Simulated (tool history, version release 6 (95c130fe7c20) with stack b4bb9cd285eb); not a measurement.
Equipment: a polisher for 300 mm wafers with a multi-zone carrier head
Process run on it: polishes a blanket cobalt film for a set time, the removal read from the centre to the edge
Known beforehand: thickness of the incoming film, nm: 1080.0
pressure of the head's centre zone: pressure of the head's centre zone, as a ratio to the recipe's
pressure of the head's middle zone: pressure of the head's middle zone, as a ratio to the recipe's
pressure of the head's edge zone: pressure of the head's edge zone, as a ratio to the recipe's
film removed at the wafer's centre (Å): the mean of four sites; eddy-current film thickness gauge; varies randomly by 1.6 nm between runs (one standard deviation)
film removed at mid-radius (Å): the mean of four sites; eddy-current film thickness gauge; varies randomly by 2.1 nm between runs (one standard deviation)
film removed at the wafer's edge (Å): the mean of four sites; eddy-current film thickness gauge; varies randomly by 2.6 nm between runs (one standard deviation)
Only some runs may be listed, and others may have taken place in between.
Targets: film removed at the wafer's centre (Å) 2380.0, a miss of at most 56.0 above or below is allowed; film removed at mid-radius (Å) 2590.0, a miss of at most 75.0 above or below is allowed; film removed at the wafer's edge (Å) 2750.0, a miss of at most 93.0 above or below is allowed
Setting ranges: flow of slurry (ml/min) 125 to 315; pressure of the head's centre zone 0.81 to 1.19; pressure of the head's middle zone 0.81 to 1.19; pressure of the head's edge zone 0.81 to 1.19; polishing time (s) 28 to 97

| run | day | flow of slurry (ml/min) | pressure of the head's centre zone | pressure of the head's middle zone | pressure of the head's edge zone | polishing time (s) | film removed at the wafer's centre (Å) | film removed at mid-radius (Å) | film removed at the wafer's edge (Å) |
|---|---|---|---|---|---|---|---|---|---|
| 1 | 0.000 | 205 | 1.00 | 1.00 | 1.00 | 62 | 2040.6 | 2029.3 | 2047.6 |
| 2 | 0.067 | 185 | 1.00 | 1.00 | 1.00 | 62 | 2038.7 | 2023.5 | 2011.4 |
| 3 | 0.429 | 185 | 1.00 | 1.00 | 1.08 | 62 | 2016.5 | 2036.4 | 2042.6 |
| 4 | 0.483 | 185 | 1.04 | 1.00 | 1.08 | 62 | 2079.6 | 2009.4 | 2064.3 |
| 5 | 0.683 | 195 | 1.03 | 1.00 | 1.09 | 63 | 2134.2 | 2041.8 | 2107.2 |
| 6 | 0.942 | 195 | 1.09 | 1.00 | 1.09 | 63 | 2259.5 | 2075.9 | 2117.5 |
| 7 | 1.083 | 200 | 1.07 | 1.00 | 1.10 | 64 | 2268.6 | 2113.0 | 2188.8 |
| 8 | 1.171 | 210 | 1.05 | 1.00 | 1.11 | 65 | 2228.7 | 2154.3 | 2198.7 |
| 9 | 1.238 | 215 | 1.04 | 0.99 | 1.12 | 66 | 2256.8 | 2157.3 | 2307.2 |
| 10 | 1.275 | 220 | 1.03 | 1.00 | 1.13 | 67 | 2296.5 | 2215.2 | 2307.8 |

Which single option among these 4 for the next run brings every result within its allowed miss of target? Just one does.
| A | 1.312 | 220 | 0.95 | 1.14 | 1.09 | 76 | ? | ? | ? |
| B | 1.312 | 185 | 0.84 | 0.86 | 1.19 | 87 | ? | ? | ? |
| C | 1.312 | 190 | 0.86 | 0.99 | 1.18 | 85 | ? | ? | ? |
| D | 1.312 | 155 | 0.94 | 1.02 | 1.18 | 80 | ? | ? | ? |

| move | film removed at the wafer's centre (Å) | film removed at mid-radius (Å) | film removed at the wafer's edge (Å) |
|---|---|---|---|
| A | 2393.9 | 2795.0 | 2564.9 |
| B | 2364.8 | 2506.8 | 3011.9 |
| C | 2376.2 | 2744.6 | 2934.0 |
| D | 2380.6 | 2580.6 | 2711.3 |
A: pushes the last run's worst result past its target
B: an improvement on the last run, though not all results are within tolerance
C: pushes the last run's worst result past its target
D: meets every target
Correct choice: D, which meets every target

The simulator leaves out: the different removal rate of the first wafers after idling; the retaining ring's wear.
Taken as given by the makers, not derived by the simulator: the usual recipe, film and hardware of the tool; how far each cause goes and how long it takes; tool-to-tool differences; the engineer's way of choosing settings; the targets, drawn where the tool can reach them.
